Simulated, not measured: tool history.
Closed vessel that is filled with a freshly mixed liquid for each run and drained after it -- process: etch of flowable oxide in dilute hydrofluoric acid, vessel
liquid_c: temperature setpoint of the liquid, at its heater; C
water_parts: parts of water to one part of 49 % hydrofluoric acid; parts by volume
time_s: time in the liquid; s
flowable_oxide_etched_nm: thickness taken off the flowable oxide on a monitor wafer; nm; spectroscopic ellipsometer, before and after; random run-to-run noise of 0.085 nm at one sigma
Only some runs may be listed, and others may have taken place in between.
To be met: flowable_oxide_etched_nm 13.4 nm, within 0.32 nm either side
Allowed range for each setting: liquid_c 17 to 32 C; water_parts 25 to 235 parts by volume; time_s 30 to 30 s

Run 1, hour 0: liquid_c 24 C, water_parts 130 parts by volume, time_s 30 s. Result: flowable_oxide_etched_nm 7.1878 nm.
Run 2, hour 6.6: liquid_c 24 C, water_parts 130 parts by volume, time_s 30 s. Result: flowable_oxide_etched_nm 7.3734 nm.
Run 3, hour 10.2: liquid_c 24 C, water_parts 130 parts by volume, time_s 30 s. Result: flowable_oxide_etched_nm 7.3376 nm.
Run 4, hour 13: liquid_c 22 C, water_parts 130 parts by volume, time_s 30 s. Result: flowable_oxide_etched_nm 6.7641 nm.
Run 5, hour 21.8: liquid_c 24.5 C, water_parts 120 parts by volume, time_s 30 s. Result: flowable_oxide_etched_nm 8.1234 nm.
Run 6, hour 28.2: liquid_c 24.5 C, water_parts 155 parts by volume, time_s 30 s. Result: flowable_oxide_etched_nm 6.0287 nm.
Run 7, hour 31.9: liquid_c 26.5 C, water_parts 140 parts by volume, time_s 30 s. Result: flowable_oxide_etched_nm 7.3964 nm.
Run 8, hour 34.9: liquid_c 28 C, water_parts 130 parts by volume, time_s 30 s. Result: flowable_oxide_etched_nm 8.4456 nm.
Run 9, hour 42.7: liquid_c 29 C, water_parts 120 parts by volume, time_s 30 s. Result: flowable_oxide_etched_nm 9.6354 nm.
Run 10, hour 49: liquid_c 30 C, water_parts 115 parts by volume, time_s 30 s. Result: flowable_oxide_etched_nm 10.528 nm.
Run 11, hour 50.4: liquid_c 30.5 C, water_parts 110 parts by volume, time_s 30 s. Result: flowable_oxide_etched_nm 11.371 nm.
Run 12, hour 58.3: liquid_c 31 C, water_parts 105 parts by volume, time_s 30 s. Result: flowable_oxide_etched_nm 12.156 nm.

Below are 5 possible settings for the next run. Only one of them brings all results inside the allowed miss of their targets. Which is it?
Run A, hour 66.2: liquid_c 29 C, water_parts 95 parts by volume, time_s 30 s. Result: flowable_oxide_etched_nm ?.
Run B, hour 66.2: liquid_c 32 C, water_parts 100 parts by volume, time_s 30 s. Result: flowable_oxide_etched_nm ?.
Run C, hour 66.2: liquid_c 28.5 C, water_parts 105 parts by volume, time_s 30 s. Result: flowable_oxide_etched_nm ?.
Run D, hour 66.2: liquid_c 32 C, water_parts 105 parts by volume, time_s 30 s. Result: flowable_oxide_etched_nm ?.
Run E, hour 66.2: liquid_c 31.5 C, water_parts 115 parts by volume, time_s 30 s. Result: flowable_oxide_etched_nm ?.

move  flowable_oxide_etched_nm
   A                     12.73
   B                    13.433
   C                    11.147
   D                    12.699
   E                    11.221
A: better than the last run, though not everything is in spec
B: hits every target within its allowed miss
C: the biggest miss grows against the last run
D: better than the last run, though not everything is in spec
E: the biggest miss grows against the last run
Go with B: it meets all targets.
